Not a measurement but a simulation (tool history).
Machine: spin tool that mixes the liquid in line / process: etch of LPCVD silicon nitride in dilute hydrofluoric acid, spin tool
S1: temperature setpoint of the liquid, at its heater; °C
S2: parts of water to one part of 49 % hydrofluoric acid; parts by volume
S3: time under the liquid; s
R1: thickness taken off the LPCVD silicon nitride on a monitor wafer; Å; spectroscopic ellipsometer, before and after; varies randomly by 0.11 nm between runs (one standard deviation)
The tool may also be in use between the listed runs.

Run 1, hour 0: S1 24 °C, S2 55 parts by volume, S3 320 s. Result: R1 24.503 Å.
Run 2, hour 8.5: S1 24.5 °C, S2 55 parts by volume, S3 320 s. Result: R1 26.414 Å.
Run 3, hour 9.1: S1 21 °C, S2 55 parts by volume, S3 320 s. Result: R1 20.244 Å.
Run 4, hour 14: S1 19.5 °C, S2 55 parts by volume, S3 320 s. Result: R1 18.525 Å.
Run 5, hour 20.4: S1 21.5 °C, S2 55 parts by volume, S3 320 s. Result: R1 20.996 Å.
Run 6, hour 22.1: S1 22.5 °C, S2 55 parts by volume, S3 320 s. Result: R1 22.129 Å.
Run 7, hour 23.5: S1 23.5 °C, S2 55 parts by volume, S3 320 s. Result: R1 25.033 Å.
Run 8, hour 25.2: S1 27.5 °C, S2 50 parts by volume, S3 320 s. Result: R1 34.376 Å.
Run 9, hour 30.4: S1 28 °C, S2 50 parts by volume, S3 320 s. Result: R1 34.971 Å.
Run 10, hour 33.9: S1 28.5 °C, S2 50 parts by volume, S3 320 s. Result: R1 35.685 Å.

Run 11, settings as shown, results not yet in. Your forecast:
Run 11, hour 39.8: S1 29 °C, S2 50 parts by volume, S3 320 s. Result: R1 ?.

Run 11 came out at R1 37.074 Å.
